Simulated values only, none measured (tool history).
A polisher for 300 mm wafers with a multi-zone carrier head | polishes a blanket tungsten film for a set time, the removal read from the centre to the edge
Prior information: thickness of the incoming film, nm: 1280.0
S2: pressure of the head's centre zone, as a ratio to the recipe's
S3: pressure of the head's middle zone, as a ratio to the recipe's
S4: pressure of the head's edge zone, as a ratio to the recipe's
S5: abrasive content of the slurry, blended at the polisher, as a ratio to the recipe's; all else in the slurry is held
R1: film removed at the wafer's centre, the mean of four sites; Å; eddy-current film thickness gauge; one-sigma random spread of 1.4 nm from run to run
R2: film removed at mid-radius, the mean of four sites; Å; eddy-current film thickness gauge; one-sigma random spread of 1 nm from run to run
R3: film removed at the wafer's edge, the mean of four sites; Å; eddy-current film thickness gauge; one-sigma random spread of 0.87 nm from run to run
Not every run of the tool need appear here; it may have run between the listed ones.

run 1 hour=0.0 | flow_of_slurry_(ml/min)=135 S2=1.00 S3=1.00 S4=1.00 S5=1.00 polishing_time_(s)=42 | R1=1405.2 R2=1381.1 R3=1432.6
run 2 hour=2.1 | flow_of_slurry_(ml/min)=135 S2=1.00 S3=1.00 S4=1.00 S5=0.80 polishing_time_(s)=42 | R1=1281.4 R2=1257.8 R3=1330.5
run 3 hour=10.1 | flow_of_slurry_(ml/min)=130 S2=1.01 S3=1.00 S4=0.97 S5=0.80 polishing_time_(s)=42 | R1=1294.0 R2=1239.4 R3=1283.5
run 4 hour=13.6 | flow_of_slurry_(ml/min)=125 S2=1.01 S3=1.00 S4=0.95 S5=0.80 polishing_time_(s)=42 | R1=1283.1 R2=1220.3 R3=1281.9
run 5 hour=17.9 | flow_of_slurry_(ml/min)=120 S2=1.02 S3=1.01 S4=0.93 S5=0.80 polishing_time_(s)=42 | R1=1281.4 R2=1252.3 R3=1244.0
run 6 hour=24.2 | flow_of_slurry_(ml/min)=120 S2=1.02 S3=1.01 S4=0.93 S5=0.80 polishing_time_(s)=49 | R1=1518.7 R2=1422.0 R3=1449.2

Run 7 comes next. What will it give?
-- hour=24.9 worn pad replaced by a new one
run 7 hour=24.9 | flow_of_slurry_(ml/min)=115 S2=1.02 S3=1.01 S4=0.91 S5=0.75 polishing_time_(s)=48 | R1=? R2=? R3=?

{"run 7": {"R1": 1545.6, "R2": 1510.9, "R3": 1529.1}}
